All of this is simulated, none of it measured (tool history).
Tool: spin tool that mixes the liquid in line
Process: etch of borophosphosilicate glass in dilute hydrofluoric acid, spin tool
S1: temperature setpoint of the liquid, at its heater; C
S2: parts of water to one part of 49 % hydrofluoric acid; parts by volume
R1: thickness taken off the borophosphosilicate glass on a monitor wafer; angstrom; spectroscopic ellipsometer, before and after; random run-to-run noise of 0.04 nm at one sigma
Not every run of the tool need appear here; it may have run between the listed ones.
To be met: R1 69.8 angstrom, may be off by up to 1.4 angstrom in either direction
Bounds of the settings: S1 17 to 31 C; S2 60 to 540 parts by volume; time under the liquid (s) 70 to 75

Run 1, hour 0: S1 23 C, S2 300 parts by volume, time under the liquid (s) 70. Result: R1 71.251 angstrom.
Run 2, hour 5.1: S1 20.5 C, S2 300 parts by volume, time under the liquid (s) 70. Result: R1 65.486 angstrom.
Run 3, hour 7.4: S1 21.5 C, S2 300 parts by volume, time under the liquid (s) 70. Result: R1 67.848 angstrom.
Run 4, hour 15.3: S1 24 C, S2 300 parts by volume, time under the liquid (s) 70. Result: R1 73.822 angstrom.
Run 5, hour 18.3: S1 27 C, S2 300 parts by volume, time under the liquid (s) 70. Result: R1 82.865 angstrom.
Run 6, hour 20.5: S1 27 C, S2 220 parts by volume, time under the liquid (s) 70. Result: R1 121.33 angstrom.
Run 7, hour 25.4: S1 26 C, S2 225 parts by volume, time under the liquid (s) 70. Result: R1 113.12 angstrom.
Run 8, hour 29.9: S1 25 C, S2 230 parts by volume, time under the liquid (s) 70. Result: R1 107.02 angstrom.
Run 9, hour 30.5: S1 21 C, S2 275 parts by volume, time under the liquid (s) 70. Result: R1 73.79 angstrom.

Pick the move, out of 5, that brings all results within their allowed miss; only one does.
Run A, hour 31.1: S1 23.5 C, S2 310 parts by volume, time under the liquid (s) 75. Result: R1 ?.
Run B, hour 31.1: S1 17 C, S2 235 parts by volume, time under the liquid (s) 70. Result: R1 ?.
Run C, hour 31.1: S1 21.5 C, S2 275 parts by volume, time under the liquid (s) 75. Result: R1 ?.
Run D, hour 31.1: S1 21.5 C, S2 290 parts by volume, time under the liquid (s) 70. Result: R1 ?.
Run E, hour 31.1: S1 21.5 C, S2 270 parts by volume, time under the liquid (s) 70. Result: R1 ?.

move      R1
   A  74.921
   B  77.179
   C  81.108
   D  70.818
   E  77.455
A: lands further from the targets than the last run did
B: lands further from the targets than the last run did
C: lands further from the targets than the last run did
D: each result inside its tolerance
E: lands further from the targets than the last run did
The move that meets every target is D.
